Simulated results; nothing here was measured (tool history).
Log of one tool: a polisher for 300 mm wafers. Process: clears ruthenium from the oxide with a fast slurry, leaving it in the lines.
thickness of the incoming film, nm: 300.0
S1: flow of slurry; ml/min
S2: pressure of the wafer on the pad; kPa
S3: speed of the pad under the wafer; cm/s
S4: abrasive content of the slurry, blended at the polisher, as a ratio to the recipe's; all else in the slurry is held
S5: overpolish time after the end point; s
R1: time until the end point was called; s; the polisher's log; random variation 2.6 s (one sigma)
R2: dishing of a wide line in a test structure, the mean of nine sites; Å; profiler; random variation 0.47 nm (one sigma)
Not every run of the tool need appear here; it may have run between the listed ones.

{"run": 1, "day": 0.0, "S1": 265, "S2": 20.7, "S3": 84, "S4": 1, "S5": 24, "R1": 93.229, "R2": 599.17}
{"run": 2, "day": 0.158, "S1": 265, "S2": 19.3, "S3": 82, "S4": 1, "S5": 21, "R1": 97.323, "R2": 488.23}
{"run": 3, "day": 0.467, "S1": 265, "S2": 19.3, "S3": 82, "S4": 0.9, "S5": 21, "R1": 102.71, "R2": 469.08}
{"run": 4, "day": 0.708, "S1": 265, "S2": 19.3, "S3": 82, "S4": 0.8, "S5": 21, "R1": 108.23, "R2": 434.23}
{"run": 5, "day": 1.042, "S1": 265, "S2": 17.9, "S3": 82, "S4": 0.8, "S5": 20, "R1": 112.94, "R2": 415.23}
{"run": 6, "day": 1.096, "S1": 265, "S2": 16.5, "S3": 80, "S4": 0.8, "S5": 18, "R1": 124.43, "R2": 342.71}

Run 7 has not been measured yet. What should we expect?
{"run": 7, "day": 1.429, "S1": 265, "S2": 15.9, "S3": 80, "S4": 0.8, "S5": 17, "R1": "?", "R2": "?"}

R1: 124.68 s
R2: 316.75 Å
